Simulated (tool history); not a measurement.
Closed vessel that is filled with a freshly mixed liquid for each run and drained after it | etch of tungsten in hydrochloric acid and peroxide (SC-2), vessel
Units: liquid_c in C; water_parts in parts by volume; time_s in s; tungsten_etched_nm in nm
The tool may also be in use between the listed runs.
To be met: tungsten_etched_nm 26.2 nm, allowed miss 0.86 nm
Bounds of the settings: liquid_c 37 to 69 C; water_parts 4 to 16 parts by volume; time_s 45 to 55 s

run 1 day=0 | liquid_c=53 water_parts=9 time_s=55 | tungsten_etched_nm=14.978
run 2 day=0.383 | liquid_c=54.5 water_parts=9 time_s=55 | tungsten_etched_nm=16.533
run 3 day=0.529 | liquid_c=54.5 water_parts=7.5 time_s=55 | tungsten_etched_nm=19.108
run 4 day=0.717 | liquid_c=54.5 water_parts=7.5 time_s=45 | tungsten_etched_nm=15.72
run 5 day=0.904 | liquid_c=56 water_parts=7.5 time_s=45 | tungsten_etched_nm=17.173
run 6 day=1.054 | liquid_c=57.5 water_parts=7.5 time_s=45 | tungsten_etched_nm=18.971
run 7 day=1.171 | liquid_c=58.5 water_parts=7.5 time_s=45 | tungsten_etched_nm=20.278
run 8 day=1.533 | liquid_c=59 water_parts=7.5 time_s=45 | tungsten_etched_nm=20.971
run 9 day=1.642 | liquid_c=59.5 water_parts=7.5 time_s=45 | tungsten_etched_nm=21.93
run 10 day=1.871 | liquid_c=60 water_parts=7.5 time_s=45 | tungsten_etched_nm=22.352
run 11 day=1.988 | liquid_c=60.5 water_parts=7.5 time_s=45 | tungsten_etched_nm=23.226

Which of these 4 next moves meets every target?
run A day=2.104 | liquid_c=60.5 water_parts=7.5 time_s=55 | tungsten_etched_nm=?
run B day=2.104 | liquid_c=59.5 water_parts=7.5 time_s=50 | tungsten_etched_nm=?
run C day=2.104 | liquid_c=57 water_parts=5.5 time_s=50 | tungsten_etched_nm=?
run D day=2.104 | liquid_c=63.5 water_parts=9.5 time_s=55 | tungsten_etched_nm=?

move=A tungsten_etched_nm=27.808
move=B tungsten_etched_nm=23.743
move=C tungsten_etched_nm=25.666
move=D tungsten_etched_nm=27.667
A: takes the result that was furthest off past its target
B: nearer than the last run, and not there yet
C: meets every target
D: takes the result that was furthest off past its target
Answer: C
